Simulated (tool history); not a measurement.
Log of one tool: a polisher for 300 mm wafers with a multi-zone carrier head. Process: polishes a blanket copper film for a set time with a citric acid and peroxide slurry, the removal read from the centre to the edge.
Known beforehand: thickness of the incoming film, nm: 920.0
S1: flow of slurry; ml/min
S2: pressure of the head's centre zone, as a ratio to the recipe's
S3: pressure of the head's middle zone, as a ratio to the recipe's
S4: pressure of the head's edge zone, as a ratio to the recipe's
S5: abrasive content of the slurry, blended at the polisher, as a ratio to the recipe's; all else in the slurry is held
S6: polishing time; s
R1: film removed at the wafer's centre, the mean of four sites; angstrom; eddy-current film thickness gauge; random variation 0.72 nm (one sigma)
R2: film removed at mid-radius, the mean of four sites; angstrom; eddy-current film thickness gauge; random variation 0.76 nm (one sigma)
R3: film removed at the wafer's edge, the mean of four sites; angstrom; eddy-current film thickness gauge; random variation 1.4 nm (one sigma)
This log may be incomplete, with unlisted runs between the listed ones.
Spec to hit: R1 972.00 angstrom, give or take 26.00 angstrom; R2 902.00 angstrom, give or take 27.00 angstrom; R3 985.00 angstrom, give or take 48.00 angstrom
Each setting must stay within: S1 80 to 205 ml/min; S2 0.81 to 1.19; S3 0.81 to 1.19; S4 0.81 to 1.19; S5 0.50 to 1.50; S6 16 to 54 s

Run 1, hour 0.0: S1 135 ml/min, S2 1.00, S3 1.00, S4 1.00, S5 1.00, S6 35 s. Result: R1 777.76 angstrom, R2 777.45 angstrom, R3 783.60 angstrom.
Run 2, hour 4.9: S1 135 ml/min, S2 1.00, S3 0.97, S4 1.00, S5 1.00, S6 35 s. Result: R1 772.31 angstrom, R2 780.63 angstrom, R3 792.33 angstrom.
Run 3, hour 9.0: S1 135 ml/min, S2 1.08, S3 0.97, S4 1.00, S5 1.00, S6 35 s. Result: R1 825.19 angstrom, R2 758.61 angstrom, R3 770.47 angstrom.
Run 4, hour 16.6: S1 135 ml/min, S2 1.08, S3 0.97, S4 1.00, S5 1.00, S6 31 s. Result: R1 738.52 angstrom, R2 669.41 angstrom, R3 688.25 angstrom.
Run 5, hour 24.7: S1 135 ml/min, S2 1.08, S3 0.97, S4 1.00, S5 1.20, S6 31 s. Result: R1 777.65 angstrom, R2 719.01 angstrom, R3 722.41 angstrom.
Run 6, hour 27.9: S1 125 ml/min, S2 1.08, S3 0.97, S4 1.00, S5 1.20, S6 31 s. Result: R1 744.73 angstrom, R2 699.64 angstrom, R3 703.67 angstrom.
Run 7, hour 33.8: S1 135 ml/min, S2 1.07, S3 0.97, S4 1.02, S5 1.25, S6 31 s. Result: R1 776.46 angstrom, R2 712.95 angstrom, R3 716.52 angstrom.
Run 8, hour 40.6: S1 135 ml/min, S2 1.06, S3 0.96, S4 1.03, S5 1.30, S6 32 s. Result: R1 799.15 angstrom, R2 749.49 angstrom, R3 778.13 angstrom.

5 next moves are on the table. One of them brings every result within its allowed miss. Which?
Run A, hour 47.4: S1 150 ml/min, S2 0.98, S3 0.81, S4 1.16, S5 0.90, S6 47 s. Result: R1 ?, R2 ?, R3 ?.
Run B, hour 47.4: S1 150 ml/min, S2 1.10, S3 0.90, S4 1.07, S5 1.30, S6 40 s. Result: R1 ?, R2 ?, R3 ?.
Run C, hour 47.4: S1 110 ml/min, S2 1.05, S3 0.93, S4 1.05, S5 1.45, S6 41 s. Result: R1 ?, R2 ?, R3 ?.
Run D, hour 47.4: S1 125 ml/min, S2 1.08, S3 0.89, S4 1.06, S5 1.30, S6 42 s. Result: R1 ?, R2 ?, R3 ?.
Run E, hour 47.4: S1 125 ml/min, S2 1.06, S3 0.85, S4 1.10, S5 1.30, S6 40 s. Result: R1 ?, R2 ?, R3 ?.

move       R1      R2       R3
   A  1011.20  905.35  1109.80
   B  1062.50  910.19   994.65
   C   979.55  909.58   983.63
   D  1044.70  909.60  1009.30
   E   976.17  838.93   979.73
A: the result that was furthest off in the last run now lies on the other side of its target
B: the result that was furthest off in the last run now lies on the other side of its target
C: meets every target
D: the result that was furthest off in the last run now lies on the other side of its target
E: gets the furthest-off result to its target, but another result is out of tolerance
The right move is C.

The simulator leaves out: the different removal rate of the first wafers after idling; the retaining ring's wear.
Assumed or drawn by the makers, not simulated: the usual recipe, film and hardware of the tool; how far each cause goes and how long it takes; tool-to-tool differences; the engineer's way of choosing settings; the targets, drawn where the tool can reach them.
